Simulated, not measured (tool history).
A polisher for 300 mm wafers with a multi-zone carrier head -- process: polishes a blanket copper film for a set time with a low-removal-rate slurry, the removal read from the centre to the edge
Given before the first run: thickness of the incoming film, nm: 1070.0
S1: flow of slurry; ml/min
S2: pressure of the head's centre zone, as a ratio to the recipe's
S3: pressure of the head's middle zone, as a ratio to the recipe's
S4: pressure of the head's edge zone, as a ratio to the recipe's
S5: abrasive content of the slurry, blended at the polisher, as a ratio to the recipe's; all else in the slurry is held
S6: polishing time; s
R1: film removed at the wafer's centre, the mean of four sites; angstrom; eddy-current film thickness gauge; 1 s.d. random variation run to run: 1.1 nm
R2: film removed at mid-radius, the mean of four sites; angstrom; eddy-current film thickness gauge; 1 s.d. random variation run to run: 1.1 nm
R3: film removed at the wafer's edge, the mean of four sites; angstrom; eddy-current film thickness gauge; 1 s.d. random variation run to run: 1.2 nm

run  hour   S1    S2    S3    S4    S5  S6       R1       R2       R3
  1   0.0  260  1.00  1.00  1.00  1.00  63  1577.90  1572.70  1527.90
  2   8.5  255  0.95  1.02  0.97  0.85  53  1208.30  1287.30  1232.70
  3  14.8  255  0.92  1.05  0.93  0.75  47   991.36  1140.50  1041.40
  4  19.9  255  0.92  1.05  0.93  0.90  47  1072.10  1168.50  1115.80
  5  28.1  305  0.92  1.05  0.93  0.90  47  1062.80  1208.90  1124.10
  6  28.6  305  0.92  1.05  0.93  0.90  39   915.48  1000.30   924.70
  7  36.0  310  0.91  1.06  0.93  0.80  38   848.91   966.14   865.90
  8  43.3  310  0.89  1.06  0.93  0.75  38   816.51   963.97   870.14

Run 9 is up next; what results do you expect?
  9  49.8  310  0.89  1.07  0.93  0.70  38   ?   ?   ?

R1: 781.54 angstrom
R2: 934.57 angstrom
R3: 826.27 angstrom

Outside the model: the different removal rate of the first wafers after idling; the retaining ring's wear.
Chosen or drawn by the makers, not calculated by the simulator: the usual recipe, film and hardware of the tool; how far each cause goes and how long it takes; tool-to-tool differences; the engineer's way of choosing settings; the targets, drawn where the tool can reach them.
